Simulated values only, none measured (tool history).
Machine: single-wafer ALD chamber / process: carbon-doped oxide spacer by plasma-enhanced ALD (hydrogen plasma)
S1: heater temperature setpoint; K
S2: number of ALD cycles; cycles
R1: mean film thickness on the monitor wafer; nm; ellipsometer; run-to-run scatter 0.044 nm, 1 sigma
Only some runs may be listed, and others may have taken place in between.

Run 1, day 0: S1 693.15 K, S2 347 cycles. Result: R1 15.845 nm.
Run 2, day 0.183: S1 694.15 K, S2 338 cycles. Result: R1 15.378 nm.
Run 3, day 0.504: S1 694.15 K, S2 370 cycles. Result: R1 16.769 nm.
Run 4, day 0.667: S1 702.15 K, S2 370 cycles. Result: R1 16.495 nm.
Run 5, day 0.712: S1 712.15 K, S2 370 cycles. Result: R1 16.022 nm.
Run 6, day 0.933: S1 717.15 K, S2 370 cycles. Result: R1 15.883 nm.
Run 7, day 1.125: S1 717.15 K, S2 360 cycles. Result: R1 15.381 nm.
Run 8, day 1.2: S1 717.15 K, S2 351 cycles. Result: R1 14.956 nm.
Run 9, day 1.333: S1 717.15 K, S2 344 cycles. Result: R1 14.609 nm.
Run 10, day 1.546: S1 717.15 K, S2 338 cycles. Result: R1 14.428 nm.
Run 11, day 1.833: S1 717.15 K, S2 333 cycles. Result: R1 14.263 nm.
Run 12, day 2.083: S1 717.15 K, S2 333 cycles. Result: R1 14.1 nm.
Run 13, day 2.292: S1 717.15 K, S2 329 cycles. Result: R1 14.013 nm.
Run 14, day 2.667: S1 717.15 K, S2 325 cycles. Result: R1 13.869 nm.
Run 15, day 2.783: S1 717.15 K, S2 321 cycles. Result: R1 13.66 nm.
Run 16, day 2.808: S1 717.15 K, S2 318 cycles. Result: R1 13.455 nm.
Run 17, day 2.983: S1 717.15 K, S2 316 cycles. Result: R1 13.484 nm.
Run 18, day 3.021: S1 717.15 K, S2 314 cycles. Result: R1 13.441 nm.

The next listed run, before its measurement:
Run 19, day 3.225: S1 717.15 K, S2 312 cycles. Result: R1 ?.

R1: 13.309 nm
